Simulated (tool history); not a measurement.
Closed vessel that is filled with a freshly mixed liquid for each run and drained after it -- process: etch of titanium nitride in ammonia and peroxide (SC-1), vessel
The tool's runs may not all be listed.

run	day	temperature setpoint of the liquid (K)	parts of water to one part of 30 % peroxide (parts by volume)	parts of 29 % ammonia solution to one part of 30 % peroxide (parts by volume)	time in the liquid (s)	thickness taken off the titanium nitride on a monitor wafer (nm)
1	0.000	323.15	18.0	0.6	970	25.830
2	0.096	323.65	18.0	0.6	970	26.185
3	0.379	323.65	13.0	0.6	970	32.043
4	0.546	320.65	13.0	0.6	970	25.534
5	0.738	321.15	13.0	0.6	970	26.561
6	1.050	321.65	13.0	0.6	970	27.687
7	1.179	322.15	13.0	0.6	970	28.010

For run 8, what comes out?
8	1.412	325.65	13.0	0.6	970	?

Run 8 yielded thickness taken off the titanium nitride on a monitor wafer (nm) 35.801.

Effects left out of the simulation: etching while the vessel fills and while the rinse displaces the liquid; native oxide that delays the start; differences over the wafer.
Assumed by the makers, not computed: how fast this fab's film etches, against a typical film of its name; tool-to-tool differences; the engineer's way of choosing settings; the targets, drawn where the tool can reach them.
